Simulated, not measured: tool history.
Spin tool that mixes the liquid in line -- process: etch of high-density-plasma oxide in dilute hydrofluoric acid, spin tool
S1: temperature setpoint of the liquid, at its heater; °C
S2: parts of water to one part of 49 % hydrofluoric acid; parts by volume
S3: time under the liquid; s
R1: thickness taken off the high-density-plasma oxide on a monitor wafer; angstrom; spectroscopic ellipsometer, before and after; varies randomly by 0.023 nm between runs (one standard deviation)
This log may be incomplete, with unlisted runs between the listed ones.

Run 1, day 0.000: S1 25.0 °C, S2 260 parts by volume, S3 90 s. Result: R1 14.064 angstrom.
Run 2, day 0.362: S1 25.0 °C, S2 230 parts by volume, S3 90 s. Result: R1 16.266 angstrom.
Run 3, day 0.462: S1 25.0 °C, S2 230 parts by volume, S3 90 s. Result: R1 16.103 angstrom.
Run 4, day 0.746: S1 25.0 °C, S2 230 parts by volume, S3 90 s. Result: R1 16.091 angstrom.
Run 5, day 1.025: S1 28.5 °C, S2 230 parts by volume, S3 90 s. Result: R1 18.492 angstrom.
Run 6, day 1.125: S1 28.5 °C, S2 230 parts by volume, S3 70 s. Result: R1 14.667 angstrom.

Run 7 is up next; what results do you expect?
At day 1.475: hydrofluoric acid flow meter replaced.
Run 7, day 1.475: S1 29.0 °C, S2 215 parts by volume, S3 70 s. Result: R1 ?.

R1: 17.077 angstrom

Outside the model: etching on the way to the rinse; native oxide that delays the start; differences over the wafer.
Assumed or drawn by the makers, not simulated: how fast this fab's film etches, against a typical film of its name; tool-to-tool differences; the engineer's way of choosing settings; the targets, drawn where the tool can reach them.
